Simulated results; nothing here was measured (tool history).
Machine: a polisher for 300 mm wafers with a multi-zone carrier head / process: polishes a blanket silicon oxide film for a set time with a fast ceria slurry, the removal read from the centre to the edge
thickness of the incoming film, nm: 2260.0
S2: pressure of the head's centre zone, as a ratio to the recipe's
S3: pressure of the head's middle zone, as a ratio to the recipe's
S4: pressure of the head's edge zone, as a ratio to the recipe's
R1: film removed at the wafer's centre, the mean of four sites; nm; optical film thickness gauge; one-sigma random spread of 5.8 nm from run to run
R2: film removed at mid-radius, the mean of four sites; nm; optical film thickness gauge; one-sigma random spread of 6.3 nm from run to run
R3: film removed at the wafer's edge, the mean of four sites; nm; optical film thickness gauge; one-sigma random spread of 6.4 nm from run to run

Run 1, hour 0.0: flow of slurry (ml/min) 180, S2 1.00, S3 1.00, S4 1.00, polishing time (s) 57. Result: R1 919.24 nm, R2 937.76 nm, R3 913.55 nm.
Run 2, hour 5.6: flow of slurry (ml/min) 165, S2 1.00, S3 1.00, S4 1.00, polishing time (s) 57. Result: R1 897.17 nm, R2 910.53 nm, R3 928.88 nm.
Run 3, hour 14.4: flow of slurry (ml/min) 120, S2 1.00, S3 1.00, S4 1.00, polishing time (s) 57. Result: R1 832.18 nm, R2 849.11 nm, R3 865.66 nm.
Run 4, hour 16.0: flow of slurry (ml/min) 120, S2 1.00, S3 1.00, S4 1.07, polishing time (s) 57. Result: R1 809.74 nm, R2 843.88 nm, R3 896.91 nm.
Run 5, hour 18.6: flow of slurry (ml/min) 120, S2 1.00, S3 1.00, S4 1.07, polishing time (s) 66. Result: R1 956.92 nm, R2 969.51 nm, R3 1036.70 nm.
Run 6, hour 26.2: flow of slurry (ml/min) 120, S2 1.00, S3 0.95, S4 1.07, polishing time (s) 66. Result: R1 958.35 nm, R2 921.98 nm, R3 1049.60 nm.
Run 7, hour 34.6: flow of slurry (ml/min) 120, S2 0.98, S3 0.97, S4 1.03, polishing time (s) 57. Result: R1 815.22 nm, R2 820.18 nm, R3 889.51 nm.
Run 8, hour 36.9: flow of slurry (ml/min) 120, S2 0.97, S3 0.99, S4 1.00, polishing time (s) 50. Result: R1 702.31 nm, R2 743.41 nm, R3 746.88 nm.
Run 9, hour 40.4: flow of slurry (ml/min) 120, S2 0.87, S3 0.93, S4 0.90, polishing time (s) 38. Result: R1 473.07 nm, R2 523.50 nm, R3 555.97 nm.

The next listed run, before its measurement:
Run 10, hour 42.9: flow of slurry (ml/min) 135, S2 0.87, S3 0.95, S4 0.89, polishing time (s) 38. Result: R1 ?, R2 ?, R3 ?.

R1: 501.20 nm
R2: 559.93 nm
R3: 548.16 nm

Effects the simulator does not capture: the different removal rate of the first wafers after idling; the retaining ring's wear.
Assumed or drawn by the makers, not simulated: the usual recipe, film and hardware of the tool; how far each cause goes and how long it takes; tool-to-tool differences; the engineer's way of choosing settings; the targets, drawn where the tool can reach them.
